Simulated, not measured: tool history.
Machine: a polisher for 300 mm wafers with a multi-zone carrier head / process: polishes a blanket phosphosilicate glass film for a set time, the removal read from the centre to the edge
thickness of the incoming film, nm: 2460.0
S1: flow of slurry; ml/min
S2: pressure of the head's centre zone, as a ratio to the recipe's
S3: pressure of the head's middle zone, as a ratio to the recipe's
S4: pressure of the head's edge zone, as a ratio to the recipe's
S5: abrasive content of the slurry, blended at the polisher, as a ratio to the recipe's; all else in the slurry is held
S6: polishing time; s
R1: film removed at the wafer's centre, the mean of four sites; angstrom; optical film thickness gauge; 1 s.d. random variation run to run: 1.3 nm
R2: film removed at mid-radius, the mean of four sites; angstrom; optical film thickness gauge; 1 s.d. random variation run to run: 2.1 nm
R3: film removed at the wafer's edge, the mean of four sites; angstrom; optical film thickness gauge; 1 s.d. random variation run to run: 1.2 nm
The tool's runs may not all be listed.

run,hour,S1,S2,S3,S4,S5,S6,R1,R2,R3
1,0.0,215,1.00,1.00,1.00,1.00,79,3664.0,3676.4,3711.2
2,2.0,215,1.00,1.00,1.00,1.15,79,3846.5,3865.3,3848.1
3,8.1,215,1.00,1.00,1.00,0.95,79,3614.2,3589.9,3687.1
4,15.6,215,1.00,1.00,1.00,0.95,96,4360.0,4524.3,4395.7
5,17.2,210,1.01,1.02,0.96,0.85,85,3799.3,3835.2,3776.3
6,21.4,195,1.01,1.04,0.93,0.80,76,3309.1,3361.2,3206.3

Estimate the outcome of run 7 from the log above:
7,29.7,195,1.01,1.04,0.93,0.80,76,?,?,?

{"run 7": {"R1": 3294.6, "R2": 3317.9, "R3": 3212.3}}
